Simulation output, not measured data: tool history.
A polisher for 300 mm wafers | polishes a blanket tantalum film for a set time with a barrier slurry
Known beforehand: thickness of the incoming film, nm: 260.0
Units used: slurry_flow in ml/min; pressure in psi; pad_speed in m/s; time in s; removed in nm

run	hour	slurry_flow	pressure	pad_speed	slurry_solids	time	removed
1	0.0	160	1.8	0.88	1.0	99	121.210
2	8.0	160	1.7	0.88	1.0	99	116.300
3	13.1	160	1.6	0.86	1.0	99	106.810
4	17.8	160	1.5	0.86	1.0	99	98.874
5	23.0	160	1.5	0.86	1.0	103	103.540
6	27.3	160	1.4	0.86	1.0	103	99.402
7	28.9	160	1.3	0.86	1.0	103	91.116

Predict the results of run 8:
8	33.0	160	1.2	0.86	1.0	103	?

removed: 84.309 nm
